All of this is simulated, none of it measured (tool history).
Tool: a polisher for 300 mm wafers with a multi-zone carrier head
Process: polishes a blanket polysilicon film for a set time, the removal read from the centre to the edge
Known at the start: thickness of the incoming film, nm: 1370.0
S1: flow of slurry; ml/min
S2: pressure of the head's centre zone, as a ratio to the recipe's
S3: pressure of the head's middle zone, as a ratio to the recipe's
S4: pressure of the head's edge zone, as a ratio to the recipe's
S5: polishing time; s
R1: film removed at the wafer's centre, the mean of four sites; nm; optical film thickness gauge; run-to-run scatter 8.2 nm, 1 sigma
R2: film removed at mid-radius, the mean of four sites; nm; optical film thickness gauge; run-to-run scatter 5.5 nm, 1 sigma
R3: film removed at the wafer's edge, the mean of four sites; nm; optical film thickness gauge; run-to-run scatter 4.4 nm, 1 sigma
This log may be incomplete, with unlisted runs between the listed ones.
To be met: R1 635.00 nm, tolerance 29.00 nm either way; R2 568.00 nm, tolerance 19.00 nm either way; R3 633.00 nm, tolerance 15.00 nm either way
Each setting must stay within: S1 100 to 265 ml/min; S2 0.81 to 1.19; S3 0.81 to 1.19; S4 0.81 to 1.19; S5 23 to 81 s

run	hour	S1	S2	S3	S4	S5	R1	R2	R3
1	0.0	170	1.00	1.00	1.00	52	467.39	461.69	447.63
2	5.6	170	1.00	1.00	1.00	64	573.84	556.34	552.01
3	8.6	170	0.97	1.00	1.00	64	555.95	559.50	545.71
4	10.4	170	0.97	1.08	1.00	64	557.30	594.88	547.64
5	15.2	170	1.01	1.08	1.00	64	573.98	604.46	549.60
6	22.0	170	1.08	1.08	1.00	64	606.85	604.08	542.30
7	22.6	175	1.08	1.07	1.02	64	620.88	608.83	547.16
8	30.4	175	1.08	1.07	1.02	64	602.48	599.90	553.42
9	38.6	180	1.08	1.06	1.03	64	615.56	601.92	561.17
10	46.0	185	1.08	1.05	1.04	64	629.98	600.36	557.05

Next run, 5 choices. One meets every target within its allowed miss, the rest don't. Which?
A	53.4	205	1.04	1.07	1.10	67	?	?	?
B	53.4	155	0.90	0.87	1.05	81	?	?	?
C	53.4	130	0.92	1.00	1.08	74	?	?	?
D	53.4	120	1.02	0.91	1.09	75	?	?	?
E	53.4	130	0.85	0.87	1.13	76	?	?	?

move	R1	R2	R3
A	634.64	631.58	610.94
B	644.58	614.30	703.96
C	577.67	609.04	633.23
D	626.32	560.22	636.97
E	554.62	557.00	663.20
A: closer than the last run, but not yet in spec
B: pushes the last run's worst result past its target
C: corrects the largest miss of the last run, while another result sits out of spec
D: all results in spec
E: pushes the last run's worst result past its target
Correct choice: D, which meets every target

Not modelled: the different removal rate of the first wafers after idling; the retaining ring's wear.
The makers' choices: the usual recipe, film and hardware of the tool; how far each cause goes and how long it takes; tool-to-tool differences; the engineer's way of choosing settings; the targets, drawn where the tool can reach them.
